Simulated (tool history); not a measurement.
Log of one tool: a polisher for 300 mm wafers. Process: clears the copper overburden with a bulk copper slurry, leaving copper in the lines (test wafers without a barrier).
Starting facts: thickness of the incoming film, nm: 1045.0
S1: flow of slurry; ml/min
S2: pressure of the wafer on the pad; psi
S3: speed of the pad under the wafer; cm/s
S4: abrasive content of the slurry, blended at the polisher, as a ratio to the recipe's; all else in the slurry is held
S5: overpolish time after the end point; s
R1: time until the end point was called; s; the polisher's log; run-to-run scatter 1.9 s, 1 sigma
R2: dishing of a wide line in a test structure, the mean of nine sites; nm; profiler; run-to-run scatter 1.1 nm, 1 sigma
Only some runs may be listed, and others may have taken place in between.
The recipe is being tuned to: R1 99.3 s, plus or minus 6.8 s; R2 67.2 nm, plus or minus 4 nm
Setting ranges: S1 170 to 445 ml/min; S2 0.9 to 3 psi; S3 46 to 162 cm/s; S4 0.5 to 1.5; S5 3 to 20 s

| run | day | S1 | S2 | S3 | S4 | S5 | R1 | R2 |
|---|---|---|---|---|---|---|---|---|
| 1 | 0 | 285 | 1.9 | 104 | 1 | 10 | 144.68 | 47.948 |
| 2 | 0.071 | 285 | 1.5 | 104 | 1 | 10 | 177.91 | 42.126 |
| 3 | 0.358 | 285 | 1.7 | 106 | 1 | 10 | 161.03 | 45.142 |
| 4 | 0.633 | 285 | 1.7 | 106 | 0.85 | 10 | 166.71 | 43.689 |
| 5 | 0.808 | 285 | 1.9 | 108 | 0.85 | 10 | 150.37 | 50.703 |
| 6 | 1.017 | 285 | 1.5 | 108 | 0.85 | 10 | 177.26 | 42.687 |
| 7 | 1.267 | 285 | 1.8 | 110 | 0.85 | 10 | 154.07 | 47.755 |
| 8 | 1.517 | 285 | 2 | 112 | 0.85 | 10 | 138.26 | 51.878 |
| 9 | 1.833 | 285 | 2.2 | 112 | 0.85 | 10 | 131.21 | 54.5 |
| 10 | 1.933 | 285 | 2.4 | 114 | 0.85 | 10 | 120.23 | 60.296 |

5 next moves are on the table. One of them brings every result within its allowed miss. Which?
| A | 2.033 | 290 | 2.2 | 98 | 0.85 | 10 | ? | ? |
| B | 2.033 | 300 | 2.3 | 104 | 0.65 | 14 | ? | ? |
| C | 2.033 | 235 | 2.5 | 134 | 0.95 | 7 | ? | ? |
| D | 2.033 | 225 | 2.2 | 116 | 0.75 | 12 | ? | ? |
| E | 2.033 | 230 | 2.1 | 154 | 0.95 | 10 | ? | ? |

| move | R1 | R2 |
|---|---|---|
| A | 148.6 | 49.761 |
| B | 142.97 | 65.892 |
| C | 97.884 | 52.586 |
| D | 131.57 | 62.448 |
| E | 98.276 | 67.111 |
A: its largest miss is bigger than the last run's
B: its largest miss is bigger than the last run's
C: brings the last run's worst result on target, with another outside its allowed miss
D: its largest miss is bigger than the last run's
E: every result within its allowed miss
Correct choice: E, which meets every target
